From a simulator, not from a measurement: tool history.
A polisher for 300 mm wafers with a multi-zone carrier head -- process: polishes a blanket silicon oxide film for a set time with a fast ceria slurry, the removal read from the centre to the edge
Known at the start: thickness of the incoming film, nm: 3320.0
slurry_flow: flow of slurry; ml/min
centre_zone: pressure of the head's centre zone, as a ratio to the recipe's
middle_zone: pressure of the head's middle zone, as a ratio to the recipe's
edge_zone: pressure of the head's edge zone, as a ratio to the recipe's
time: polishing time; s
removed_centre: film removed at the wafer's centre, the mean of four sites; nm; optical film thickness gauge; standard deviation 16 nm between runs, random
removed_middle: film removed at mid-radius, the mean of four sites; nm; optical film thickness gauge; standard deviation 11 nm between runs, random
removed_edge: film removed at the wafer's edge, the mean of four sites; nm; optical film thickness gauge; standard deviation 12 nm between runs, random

run  hour  slurry_flow  centre_zone  middle_zone  edge_zone  time  removed_centre  removed_middle  removed_edge
  1     0          190            1            1          1    56          777.42          791.87        814.89
  2     6          200         1.04         1.01       1.04    62          894.05          905.15        935.25
  3  14.5          200         1.07         1.01       1.04    62          929.48          874.89        931.07
  4  20.1          200         1.07         1.01       1.01    62          917.59          903.73        924.47
     28.3  -- centre zone pressure recalibrated
  5  28.3          200         1.12         1.01       1.01    62          1030.2          896.34        936.24
  6  36.4          165         1.12         1.01       1.01    62          982.82          852.78        910.66
  7  41.1          180         1.13         1.03       1.05    66          1084.3          937.86        995.19
  8  47.5          195         1.13         1.03       1.08    69          1136.7          1013.7        1052.1
  9  56.2          205         1.13         1.01        1.1    72          1198.9          1037.2        1108.3
 10  63.5          205         1.12         1.01       1.12    74          1223.7          1073.1        1162.4
 11  71.3          215         1.12         1.01       1.13    75          1259.4          1079.1        1211.3

Run 12 is up next; what results do you expect?
 12  74.6          225         1.12         1.02       1.13    75               ?               ?             ?

For run 12 the tool returned removed_centre 1254.5 nm, removed_middle 1105.4 nm, removed_edge 1196.7 nm.

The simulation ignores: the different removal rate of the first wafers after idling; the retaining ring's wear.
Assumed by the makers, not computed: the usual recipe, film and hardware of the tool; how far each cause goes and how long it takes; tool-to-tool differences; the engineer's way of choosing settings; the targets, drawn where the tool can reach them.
